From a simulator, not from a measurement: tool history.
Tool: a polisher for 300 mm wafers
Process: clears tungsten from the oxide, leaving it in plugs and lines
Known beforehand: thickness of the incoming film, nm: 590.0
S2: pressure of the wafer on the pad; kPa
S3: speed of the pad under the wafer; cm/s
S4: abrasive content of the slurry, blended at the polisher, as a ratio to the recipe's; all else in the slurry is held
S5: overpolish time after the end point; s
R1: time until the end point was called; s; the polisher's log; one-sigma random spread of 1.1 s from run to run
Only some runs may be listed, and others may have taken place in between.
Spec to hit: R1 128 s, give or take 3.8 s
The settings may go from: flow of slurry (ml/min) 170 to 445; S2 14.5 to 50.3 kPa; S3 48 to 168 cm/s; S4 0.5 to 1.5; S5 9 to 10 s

{"run": 1, "hour": 0.0, "flow of slurry (ml/min)": 285, "S2": 32.4, "S3": 108, "S4": 1, "S5": 10, "R1": 89.289}
{"run": 2, "hour": 0.9, "flow of slurry (ml/min)": 285, "S2": 32.4, "S3": 118, "S4": 1, "S5": 10, "R1": 82.064}
{"run": 3, "hour": 5.2, "flow of slurry (ml/min)": 320, "S2": 32.4, "S3": 118, "S4": 1, "S5": 10, "R1": 80.613}
{"run": 4, "hour": 10.1, "flow of slurry (ml/min)": 320, "S2": 32.4, "S3": 118, "S4": 1, "S5": 9, "R1": 81.357}
{"run": 5, "hour": 11.6, "flow of slurry (ml/min)": 320, "S2": 29, "S3": 118, "S4": 1, "S5": 9, "R1": 85.397}
{"run": 6, "hour": 16.9, "flow of slurry (ml/min)": 320, "S2": 29, "S3": 102, "S4": 1, "S5": 9, "R1": 99.898}
{"run": 7, "hour": 22.4, "flow of slurry (ml/min)": 310, "S2": 26.2, "S3": 102, "S4": 1, "S5": 9, "R1": 104.8}
{"run": 8, "hour": 25.2, "flow of slurry (ml/min)": 305, "S2": 23.4, "S3": 102, "S4": 1, "S5": 9, "R1": 111.49}
{"run": 9, "hour": 33.8, "flow of slurry (ml/min)": 300, "S2": 22.1, "S3": 102, "S4": 1, "S5": 9, "R1": 116.74}
{"run": 10, "hour": 39.0, "flow of slurry (ml/min)": 290, "S2": 21.4, "S3": 102, "S4": 1, "S5": 9, "R1": 117.6}

Below are 5 possible settings for the next run. Only one of them brings all results inside the allowed miss of their targets. Which is it?
{"run": "A", "hour": 44.2, "flow of slurry (ml/min)": 290, "S2": 25.5, "S3": 104, "S4": 1.15, "S5": 10, "R1": "?"}
{"run": "B", "hour": 44.2, "flow of slurry (ml/min)": 330, "S2": 20, "S3": 116, "S4": 1.1, "S5": 9, "R1": "?"}
{"run": "C", "hour": 44.2, "flow of slurry (ml/min)": 195, "S2": 22.1, "S3": 100, "S4": 1.2, "S5": 9, "R1": "?"}
{"run": "D", "hour": 44.2, "flow of slurry (ml/min)": 305, "S2": 24.8, "S3": 94, "S4": 0.9, "S5": 9, "R1": "?"}
{"run": "E", "hour": 44.2, "flow of slurry (ml/min)": 310, "S2": 21.4, "S3": 94, "S4": 1, "S5": 9, "R1": "?"}

move=A R1=102.85
move=B R1=104.38
move=C R1=120.39
move=D R1=119.85
move=E R1=126.81
A: further off than the last run
B: further off than the last run
C: moves toward the targets from the last run without getting all of them in spec
D: moves toward the targets from the last run without getting all of them in spec
E: hits every target within its allowed miss
The move that meets every target is E.

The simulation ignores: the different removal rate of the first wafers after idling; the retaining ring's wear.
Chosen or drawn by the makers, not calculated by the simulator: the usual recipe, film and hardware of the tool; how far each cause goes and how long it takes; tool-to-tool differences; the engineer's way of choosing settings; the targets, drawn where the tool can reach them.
